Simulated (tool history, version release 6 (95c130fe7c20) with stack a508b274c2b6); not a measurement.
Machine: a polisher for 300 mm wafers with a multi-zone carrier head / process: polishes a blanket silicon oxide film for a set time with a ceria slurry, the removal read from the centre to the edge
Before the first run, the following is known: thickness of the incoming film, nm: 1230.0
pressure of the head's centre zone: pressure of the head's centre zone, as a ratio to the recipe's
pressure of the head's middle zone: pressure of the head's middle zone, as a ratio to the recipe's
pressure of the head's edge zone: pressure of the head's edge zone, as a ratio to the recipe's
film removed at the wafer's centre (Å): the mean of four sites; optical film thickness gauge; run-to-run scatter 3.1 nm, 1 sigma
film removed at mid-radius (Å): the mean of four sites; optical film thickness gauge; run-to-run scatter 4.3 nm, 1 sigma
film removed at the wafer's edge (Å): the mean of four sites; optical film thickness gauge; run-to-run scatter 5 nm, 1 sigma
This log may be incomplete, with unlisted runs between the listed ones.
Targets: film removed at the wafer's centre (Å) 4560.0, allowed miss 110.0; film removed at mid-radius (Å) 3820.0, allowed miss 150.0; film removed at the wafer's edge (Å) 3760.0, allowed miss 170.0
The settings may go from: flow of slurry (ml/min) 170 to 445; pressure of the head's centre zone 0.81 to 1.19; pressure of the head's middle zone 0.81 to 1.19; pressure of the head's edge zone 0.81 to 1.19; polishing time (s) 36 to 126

run	day	flow of slurry (ml/min)	pressure of the head's centre zone	pressure of the head's middle zone	pressure of the head's edge zone	polishing time (s)	film removed at the wafer's centre (Å)	film removed at mid-radius (Å)	film removed at the wafer's edge (Å)
1	0.000	285	1.00	1.00	1.00	81	3021.7	2945.0	2859.8
2	0.312	320	1.00	1.00	1.00	81	3098.6	3017.0	2891.2
3	0.358	320	1.07	1.00	1.00	81	3250.5	3025.3	3011.3
4	0.579	320	1.07	1.07	1.00	81	3287.1	3078.7	2960.4
5	0.742	320	1.07	1.12	1.00	81	3256.9	3207.1	2952.8
6	0.771	335	1.10	1.10	0.99	85	3536.8	3361.8	3032.2
7	0.879	345	1.12	1.08	1.01	88	3679.7	3455.0	3229.0
8	1.162	340	1.14	1.05	1.00	92	3919.0	3501.9	3353.9
9	1.221	345	1.15	1.04	1.00	94	4075.8	3563.7	3504.4

Pick the move, out of 4, that brings all results within their allowed miss; only one does.
A	1.279	335	1.19	1.03	1.02	102	?	?	?
B	1.279	390	1.16	1.06	0.96	107	?	?	?
C	1.279	420	1.14	1.18	0.88	89	?	?	?
D	1.279	335	1.06	0.95	1.04	92	?	?	?

move	film removed at the wafer's centre (Å)	film removed at mid-radius (Å)	film removed at the wafer's edge (Å)
A	4588.5	3860.9	3786.6
B	4759.7	4181.6	3895.9
C	3916.7	3757.1	3122.2
D	3682.1	3309.6	3450.8
A: all results in spec
B: carries the result that was furthest off beyond its target, to the other side
C: the biggest miss grows against the last run
D: the biggest miss grows against the last run
Correct choice: A, which meets every target

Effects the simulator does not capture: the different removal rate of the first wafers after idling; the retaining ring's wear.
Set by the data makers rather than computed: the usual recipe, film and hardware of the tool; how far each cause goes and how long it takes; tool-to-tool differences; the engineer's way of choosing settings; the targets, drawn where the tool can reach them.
